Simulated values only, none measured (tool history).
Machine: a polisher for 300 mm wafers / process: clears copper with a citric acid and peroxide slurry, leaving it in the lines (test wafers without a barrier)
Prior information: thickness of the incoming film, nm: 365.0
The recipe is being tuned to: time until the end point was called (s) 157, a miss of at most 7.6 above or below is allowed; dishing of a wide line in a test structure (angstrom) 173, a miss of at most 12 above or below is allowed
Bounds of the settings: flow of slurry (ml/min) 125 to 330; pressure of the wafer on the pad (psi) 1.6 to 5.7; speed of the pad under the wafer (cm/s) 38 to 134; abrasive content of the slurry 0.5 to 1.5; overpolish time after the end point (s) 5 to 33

| run | hour | flow of slurry (ml/min) | pressure of the wafer on the pad (psi) | speed of the pad under the wafer (cm/s) | abrasive content of the slurry | overpolish time after the end point (s) | time until the end point was called (s) | dishing of a wide line in a test structure (angstrom) |
|---|---|---|---|---|---|---|---|---|
| 1 | 0 | 210 | 3.6 | 86 | 1 | 17 | 146.94 | 299.07 |
| 2 | 3.6 | 210 | 3.6 | 86 | 1 | 15 | 144.25 | 271.4 |
| 3 | 9.8 | 210 | 3.5 | 86 | 1 | 14 | 148.14 | 248.96 |
| 4 | 17 | 210 | 3.5 | 86 | 0.85 | 14 | 157.59 | 240.69 |
| 5 | 18.5 | 210 | 3.5 | 86 | 0.85 | 13 | 154.71 | 221.26 |
| 6 | 24 | 210 | 3.5 | 86 | 0.65 | 13 | 175.61 | 202.51 |
| 7 | 28.1 | 210 | 3.6 | 86 | 0.65 | 12 | 167.47 | 198.61 |
| 8 | 31.3 | 210 | 3.6 | 86 | 0.65 | 11 | 170.55 | 180.39 |

Which of these 5 next moves meets every target?
| A | 34.5 | 175 | 3.3 | 110 | 0.65 | 11 | ? | ? |
| B | 34.5 | 265 | 3.7 | 90 | 0.65 | 12 | ? | ? |
| C | 34.5 | 205 | 3.6 | 90 | 0.75 | 11 | ? | ? |
| D | 34.5 | 230 | 3.4 | 84 | 0.65 | 13 | ? | ? |
| E | 34.5 | 230 | 3.6 | 86 | 0.8 | 10 | ? | ? |

| move | time until the end point was called (s) | dishing of a wide line in a test structure (angstrom) |
|---|---|---|
| A | 152.92 | 203.22 |
| B | 156.38 | 216.41 |
| C | 156.84 | 198.91 |
| D | 183.88 | 200.17 |
| E | 157.53 | 181.18 |
A: meets the target for the result that was furthest off, but another lies outside its allowed miss
B: meets the target for the result that was furthest off, but another lies outside its allowed miss
C: meets the target for the result that was furthest off, but another lies outside its allowed miss
D: its largest miss is bigger than the last run's
E: every result lands within tolerance
Answer: E

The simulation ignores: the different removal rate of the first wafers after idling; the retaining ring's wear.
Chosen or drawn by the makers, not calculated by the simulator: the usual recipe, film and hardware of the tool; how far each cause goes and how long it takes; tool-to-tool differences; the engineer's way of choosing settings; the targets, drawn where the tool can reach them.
